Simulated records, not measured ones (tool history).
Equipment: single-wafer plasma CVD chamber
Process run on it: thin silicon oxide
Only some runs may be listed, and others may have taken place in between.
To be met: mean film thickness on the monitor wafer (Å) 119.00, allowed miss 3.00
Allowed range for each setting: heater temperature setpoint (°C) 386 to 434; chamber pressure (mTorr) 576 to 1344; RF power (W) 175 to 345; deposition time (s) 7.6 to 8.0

run  hour  heater temperature setpoint (°C)  chamber pressure (mTorr)  RF power (W)  deposition time (s)  mean film thickness on the monitor wafer (Å)
  1   0.0                               410                       960           260                  8.0                                        150.34
  2   6.7                               410                       960           285                  8.0                                        155.24
  3   8.9                               410                       882           280                  8.0                                        146.40
  4  15.5                               410                       814           275                  8.0                                        137.78
  5  22.4                               410                       814           275                  7.6                                        131.44
  6  28.6                               410                       783           275                  7.6                                        127.49
  7  33.7                               410                       763           275                  7.6                                        124.34
  8  42.4                               410                       763           275                  7.6                                        125.19
  9  48.4                               410                       748           275                  7.6                                        123.29

5 candidate next runs follow, results not yet known. Just one meets every target within its allowed miss. Identify it.
  A  54.4                               410                       703           275                  8.0                                             ?
  B  54.4                               411                       605           280                  7.9                                             ?
  C  54.4                               394                       755           320                  7.6                                             ?
  D  54.4                               409                       642           280                  7.6                                             ?
  E  54.4                               413                       677           310                  7.6                                             ?

move  mean film thickness on the monitor wafer (Å)
   A                                        124.36
   B                                        110.14
   C                                        132.65
   D                                        111.01
   E                                        119.73
A: its largest miss is bigger than the last run's
B: the result that was furthest off in the last run now lies on the other side of its target
C: its largest miss is bigger than the last run's
D: the result that was furthest off in the last run now lies on the other side of its target
E: hits every target within its allowed miss
E meets every target.

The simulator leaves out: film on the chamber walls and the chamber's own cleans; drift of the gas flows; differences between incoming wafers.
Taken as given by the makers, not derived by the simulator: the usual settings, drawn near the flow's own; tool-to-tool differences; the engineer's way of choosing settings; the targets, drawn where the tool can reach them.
